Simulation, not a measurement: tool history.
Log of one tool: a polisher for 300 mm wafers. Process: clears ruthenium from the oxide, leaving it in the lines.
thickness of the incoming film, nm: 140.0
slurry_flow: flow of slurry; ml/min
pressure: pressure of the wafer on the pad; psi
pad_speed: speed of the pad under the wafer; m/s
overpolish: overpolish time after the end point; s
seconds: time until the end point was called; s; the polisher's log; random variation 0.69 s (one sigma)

run 1 hour=0 | slurry_flow=135 pressure=2.1 pad_speed=1.12 overpolish=8 | seconds=93.916
run 2 hour=4.3 | slurry_flow=140 pressure=2.4 pad_speed=1.14 overpolish=8 | seconds=78.397
run 3 hour=6.4 | slurry_flow=145 pressure=2.6 pad_speed=1.14 overpolish=8 | seconds=72.737
run 4 hour=13.2 | slurry_flow=145 pressure=2.6 pad_speed=1.14 overpolish=6 | seconds=74.532
run 5 hour=17.1 | slurry_flow=145 pressure=2.8 pad_speed=1.14 overpolish=6 | seconds=67.737
run 6 hour=23.8 | slurry_flow=145 pressure=2.8 pad_speed=1.14 overpolish=6 | seconds=68.657
run 7 hour=28.9 | slurry_flow=150 pressure=2.9 pad_speed=1.14 overpolish=6 | seconds=65.783

Run 8 comes next. What will it give?
run 8 hour=30.3 | slurry_flow=150 pressure=3 pad_speed=1.14 overpolish=6 | seconds=?

{"run 8": {"seconds": 63.58}}

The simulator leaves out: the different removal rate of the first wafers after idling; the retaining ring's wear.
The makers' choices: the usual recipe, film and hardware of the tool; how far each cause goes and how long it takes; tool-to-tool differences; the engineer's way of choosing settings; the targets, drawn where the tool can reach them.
